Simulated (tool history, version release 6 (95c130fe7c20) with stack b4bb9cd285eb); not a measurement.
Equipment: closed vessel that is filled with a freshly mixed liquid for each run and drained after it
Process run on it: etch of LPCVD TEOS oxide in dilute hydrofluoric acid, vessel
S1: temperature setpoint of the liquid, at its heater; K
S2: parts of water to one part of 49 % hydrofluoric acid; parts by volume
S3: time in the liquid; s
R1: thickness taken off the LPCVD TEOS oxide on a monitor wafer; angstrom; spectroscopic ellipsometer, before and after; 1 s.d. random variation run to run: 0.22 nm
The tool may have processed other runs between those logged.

{"run": 1, "hour": 0.0, "S1": 297.15, "S2": 115, "S3": 30, "R1": 102.36}
{"run": 2, "hour": 3.6, "S1": 297.15, "S2": 90, "S3": 30, "R1": 135.56}
{"run": 3, "hour": 10.1, "S1": 298.15, "S2": 85, "S3": 30, "R1": 152.42}
{"run": 4, "hour": 15.1, "S1": 299.15, "S2": 85, "S3": 30, "R1": 156.02}
{"run": 5, "hour": 16.6, "S1": 299.65, "S2": 80, "S3": 30, "R1": 171.03}
{"run": 6, "hour": 22.0, "S1": 300.15, "S2": 80, "S3": 30, "R1": 173.16}
{"run": 7, "hour": 27.6, "S1": 300.65, "S2": 80, "S3": 30, "R1": 176.06}
{"run": 8, "hour": 36.0, "S1": 301.15, "S2": 80, "S3": 30, "R1": 180.59}
{"run": 9, "hour": 36.9, "S1": 301.65, "S2": 80, "S3": 30, "R1": 187.48}
{"run": 10, "hour": 41.2, "S1": 302.15, "S2": 80, "S3": 30, "R1": 188.59}
{"run": 11, "hour": 45.4, "S1": 305.15, "S2": 60, "S3": 30, "R1": 289.81}
{"run": 12, "hour": 52.8, "S1": 304.65, "S2": 60, "S3": 30, "R1": 288.09}

What will run 13 give?
{"run": 13, "hour": 55.1, "S1": 304.15, "S2": 60, "S3": 30, "R1": "?"}

{"run 13": {"R1": 278.55}}

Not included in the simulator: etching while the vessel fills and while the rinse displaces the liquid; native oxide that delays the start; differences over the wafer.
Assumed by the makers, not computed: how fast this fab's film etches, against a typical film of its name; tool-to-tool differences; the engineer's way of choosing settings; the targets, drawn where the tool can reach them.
